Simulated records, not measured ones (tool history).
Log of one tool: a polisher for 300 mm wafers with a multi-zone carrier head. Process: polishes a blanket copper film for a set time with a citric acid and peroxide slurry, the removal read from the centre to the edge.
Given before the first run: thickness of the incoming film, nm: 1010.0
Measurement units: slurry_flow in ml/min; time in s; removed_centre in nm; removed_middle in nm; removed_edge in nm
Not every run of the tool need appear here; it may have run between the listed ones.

{"run": 1, "hour": 0.0, "slurry_flow": 160, "centre_zone": 1.0, "middle_zone": 1.0, "edge_zone": 1.0, "slurry_solids": 1.0, "time": 65, "removed_centre": 154.71, "removed_middle": 152.75, "removed_edge": 157.32}
{"run": 2, "hour": 3.3, "slurry_flow": 160, "centre_zone": 1.0, "middle_zone": 1.0, "edge_zone": 1.0, "slurry_solids": 1.0, "time": 80, "removed_centre": 189.25, "removed_middle": 189.83, "removed_edge": 190.37}
{"run": 3, "hour": 11.7, "slurry_flow": 170, "centre_zone": 1.01, "middle_zone": 1.02, "edge_zone": 1.0, "slurry_solids": 1.0, "time": 80, "removed_centre": 194.52, "removed_middle": 192.23, "removed_edge": 191.69}
{"run": 4, "hour": 18.5, "slurry_flow": 175, "centre_zone": 1.01, "middle_zone": 1.04, "edge_zone": 1.0, "slurry_solids": 1.0, "time": 80, "removed_centre": 195.64, "removed_middle": 196.06, "removed_edge": 193.96}
{"run": 5, "hour": 20.3, "slurry_flow": 175, "centre_zone": 0.95, "middle_zone": 1.04, "edge_zone": 1.0, "slurry_solids": 1.0, "time": 80, "removed_centre": 181.09, "removed_middle": 199.14, "removed_edge": 195.28}
{"run": 6, "hour": 22.8, "slurry_flow": 175, "centre_zone": 0.95, "middle_zone": 1.04, "edge_zone": 1.05, "slurry_solids": 1.0, "time": 80, "removed_centre": 184.98, "removed_middle": 197.59, "removed_edge": 197.37}
{"run": 7, "hour": 29.5, "slurry_flow": 180, "centre_zone": 0.96, "middle_zone": 1.06, "edge_zone": 1.04, "slurry_solids": 1.0, "time": 80, "removed_centre": 189.19, "removed_middle": 200.51, "removed_edge": 199.31}

Predict the results of run 8:
{"run": 8, "hour": 37.8, "slurry_flow": 185, "centre_zone": 0.97, "middle_zone": 1.08, "edge_zone": 1.03, "slurry_solids": 1.0, "time": 80, "removed_centre": "?", "removed_middle": "?", "removed_edge": "?"}

Run 8 gave removed_centre 189.54 nm, removed_middle 204.94 nm, removed_edge 198.88 nm.

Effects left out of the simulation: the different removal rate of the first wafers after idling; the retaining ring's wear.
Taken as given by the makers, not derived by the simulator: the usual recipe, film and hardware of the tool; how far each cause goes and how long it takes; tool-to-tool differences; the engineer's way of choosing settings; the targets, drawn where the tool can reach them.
